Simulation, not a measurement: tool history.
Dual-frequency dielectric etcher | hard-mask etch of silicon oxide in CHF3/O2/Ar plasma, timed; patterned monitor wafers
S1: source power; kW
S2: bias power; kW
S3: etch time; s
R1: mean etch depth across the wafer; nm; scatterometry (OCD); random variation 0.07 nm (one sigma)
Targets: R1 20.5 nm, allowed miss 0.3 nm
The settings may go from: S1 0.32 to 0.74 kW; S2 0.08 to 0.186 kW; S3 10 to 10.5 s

run  hour    S1     S2    S3      R1
  1     0  0.53  0.133  10.5  17.844
  2   3.4  0.53  0.122  10.5  17.474
  3   4.1  0.53  0.122    10  16.475
  4  10.9  0.59  0.129    10  17.483
  5  12.2  0.63   0.14    10  18.526
  6  17.6  0.63  0.156    10  19.115
  7  24.7  0.66  0.158    10  19.683
  8  32.4  0.68  0.159    10  19.674
  9  36.1  0.69  0.161    10  20.036
 10  37.5   0.7  0.161    10  20.169

5 next moves are on the table. One of them brings every result within its allowed miss. Which?
  A  38.9  0.69  0.161    10   ?
  B  38.9  0.67  0.155    10   ?
  C  38.9  0.73  0.127  10.5   ?
  D  38.9  0.74  0.164    10   ?
  E  38.9  0.67   0.14  10.5   ?

move      R1
   A  20.021
   B  19.562
   C  19.874
   D  20.659
   E  19.869
A: further off than the last run
B: further off than the last run
C: further off than the last run
D: meets every target
E: further off than the last run
Move D is the one to make.

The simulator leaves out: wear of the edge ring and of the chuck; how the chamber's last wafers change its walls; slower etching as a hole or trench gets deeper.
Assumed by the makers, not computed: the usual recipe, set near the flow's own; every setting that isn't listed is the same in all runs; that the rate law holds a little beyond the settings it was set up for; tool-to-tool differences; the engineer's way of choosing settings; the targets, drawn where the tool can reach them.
